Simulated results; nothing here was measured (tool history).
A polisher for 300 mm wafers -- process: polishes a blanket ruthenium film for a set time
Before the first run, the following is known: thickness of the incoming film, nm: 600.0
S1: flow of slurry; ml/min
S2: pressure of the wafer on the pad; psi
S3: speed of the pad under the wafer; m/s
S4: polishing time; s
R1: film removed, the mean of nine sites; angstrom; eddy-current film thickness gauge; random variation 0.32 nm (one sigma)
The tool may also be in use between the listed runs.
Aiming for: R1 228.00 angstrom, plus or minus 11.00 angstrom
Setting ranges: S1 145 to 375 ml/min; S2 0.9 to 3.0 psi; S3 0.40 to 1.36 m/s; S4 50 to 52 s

Run 1, hour 0.0: S1 240 ml/min, S2 1.9 psi, S3 0.88 m/s, S4 50 s. Result: R1 449.78 angstrom.
Run 2, hour 8.7: S1 240 ml/min, S2 1.9 psi, S3 0.68 m/s, S4 50 s. Result: R1 352.43 angstrom.
Run 3, hour 9.7: S1 240 ml/min, S2 1.6 psi, S3 0.68 m/s, S4 50 s. Result: R1 299.55 angstrom.
Run 4, hour 15.3: S1 190 ml/min, S2 1.6 psi, S3 0.68 m/s, S4 50 s. Result: R1 298.35 angstrom.
Run 5, hour 23.7: S1 190 ml/min, S2 1.6 psi, S3 0.68 m/s, S4 50 s. Result: R1 292.10 angstrom.
Run 6, hour 31.2: S1 190 ml/min, S2 1.5 psi, S3 0.68 m/s, S4 50 s. Result: R1 282.53 angstrom.
Run 7, hour 36.2: S1 190 ml/min, S2 1.0 psi, S3 0.66 m/s, S4 50 s. Result: R1 190.45 angstrom.
Run 8, hour 42.1: S1 190 ml/min, S2 1.1 psi, S3 0.66 m/s, S4 50 s. Result: R1 204.72 angstrom.
Run 9, hour 47.4: S1 190 ml/min, S2 1.1 psi, S3 0.66 m/s, S4 50 s. Result: R1 196.91 angstrom.

Which of these 4 next moves meets every target?
Run A, hour 52.7: S1 145 ml/min, S2 1.1 psi, S3 0.54 m/s, S4 50 s. Result: R1 ?.
Run B, hour 52.7: S1 195 ml/min, S2 1.6 psi, S3 0.58 m/s, S4 52 s. Result: R1 ?.
Run C, hour 52.7: S1 255 ml/min, S2 1.1 psi, S3 0.76 m/s, S4 52 s. Result: R1 ?.
Run D, hour 52.7: S1 195 ml/min, S2 1.3 psi, S3 0.62 m/s, S4 52 s. Result: R1 ?.

move      R1
   A  160.45
   B  261.75
   C  248.26
   D  230.53
A: further off than the last run
B: carries the result that was furthest off beyond its target, to the other side
C: carries the result that was furthest off beyond its target, to the other side
D: each result inside its tolerance
D meets every target.
